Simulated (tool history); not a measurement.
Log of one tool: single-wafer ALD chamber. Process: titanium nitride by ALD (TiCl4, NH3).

run	hour	heater temperature setpoint (K)	number of ALD cycles (cycles)	NH3 pulse time (s)	mean film thickness on the monitor wafer (angstrom)
1	0	648.15	94	1.8	23.11
2	2.3	648.15	94	2.24	23.44
3	10.5	644.15	94	1.98	22.963
4	19.3	637.15	94	1.98	22.959
5	25.2	628.15	94	1.98	22.378
6	30.7	624.15	94	1.98	22.099
7	36.7	624.15	94	1.98	21.97
8	38.3	624.15	94	1.76	21.632
9	43.5	624.15	94	1.65	21.176
10	46	624.15	94	1.61	21.346

The next listed run, before its measurement:
11	50.7	624.15	94	1.53	?

mean film thickness on the monitor wafer (angstrom): 21.085
